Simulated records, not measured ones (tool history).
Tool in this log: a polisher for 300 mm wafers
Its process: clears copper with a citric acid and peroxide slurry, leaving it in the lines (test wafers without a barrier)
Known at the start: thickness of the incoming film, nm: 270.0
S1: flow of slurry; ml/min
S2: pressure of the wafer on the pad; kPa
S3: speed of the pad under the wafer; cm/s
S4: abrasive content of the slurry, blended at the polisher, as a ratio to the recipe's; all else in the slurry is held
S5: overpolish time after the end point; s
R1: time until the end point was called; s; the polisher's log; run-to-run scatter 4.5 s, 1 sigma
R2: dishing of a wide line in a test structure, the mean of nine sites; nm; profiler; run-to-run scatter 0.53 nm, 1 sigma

run 1 hour=0 | S1=240 S2=24.1 S3=86 S4=1 S5=29 | R1=104.09 R2=45.781
run 2 hour=5.5 | S1=240 S2=20.7 S3=80 S4=1 S5=33 | R1=121.26 R2=43.241
run 3 hour=7.5 | S1=240 S2=20.7 S3=80 S4=1 S5=40 | R1=125.4 R2=52.562
run 4 hour=10.3 | S1=240 S2=20.7 S3=80 S4=0.8 S5=40 | R1=129.81 R2=49.742
run 5 hour=11.3 | S1=240 S2=20.7 S3=92 S4=0.8 S5=40 | R1=110.67 R2=56.133
run 6 hour=12.4 | S1=240 S2=20.7 S3=80 S4=0.8 S5=40 | R1=129.68 R2=49.136
run 7 hour=18.5 | S1=240 S2=17.9 S3=74 S4=0.8 S5=42 | R1=150.3 R2=44.888

Estimate the outcome of run 8 from the log above:
run 8 hour=26.2 | S1=240 S2=15.9 S3=68 S4=0.8 S5=43 | R1=? R2=?

Run 8 produced R1 184.25 s, R2 39.951 nm.

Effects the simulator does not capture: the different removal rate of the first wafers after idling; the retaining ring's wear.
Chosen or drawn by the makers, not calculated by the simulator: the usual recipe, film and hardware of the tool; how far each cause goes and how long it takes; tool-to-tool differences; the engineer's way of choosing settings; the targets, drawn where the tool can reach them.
